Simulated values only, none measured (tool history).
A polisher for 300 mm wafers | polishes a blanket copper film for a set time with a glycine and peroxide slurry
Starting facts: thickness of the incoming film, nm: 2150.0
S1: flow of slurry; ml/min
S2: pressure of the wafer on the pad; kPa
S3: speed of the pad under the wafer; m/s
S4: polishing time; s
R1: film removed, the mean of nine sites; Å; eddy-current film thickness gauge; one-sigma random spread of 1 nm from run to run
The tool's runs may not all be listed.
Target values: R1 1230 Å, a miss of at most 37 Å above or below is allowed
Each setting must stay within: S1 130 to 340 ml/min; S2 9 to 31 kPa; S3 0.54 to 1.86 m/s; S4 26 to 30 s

run	hour	S1	S2	S3	S4	R1
1	0	220	20	1.18	30	1928.7
2	7.6	220	18.6	1.18	30	1824.6
3	8.7	220	17.2	1.18	30	1719.9
4	13.2	220	16.5	1.18	30	1666.7
5	15.1	220	15.9	1.18	30	1619
6	23.8	220	15.2	1.18	30	1553.8
7	30.7	220	14.5	1.18	30	1463.7
8	34.9	220	13.8	1.18	30	1435.6
9	43.6	220	13.1	1.18	30	1366.5

Which of these 5 next moves meets every target?
A	52.3	210	12.4	1.3	30	?
B	52.3	260	15.2	1.28	29	?
C	52.3	165	15.2	1.12	26	?
D	52.3	215	15.9	0.96	29	?
E	52.3	145	12.4	1.58	30	?

move	R1
A	1402.2
B	1605
C	1237.6
D	1297.2
E	1584.4
A: further off than the last run
B: further off than the last run
C: every result within its allowed miss
D: an improvement on the last run, though not all results are within tolerance
E: further off than the last run
The right move is C.
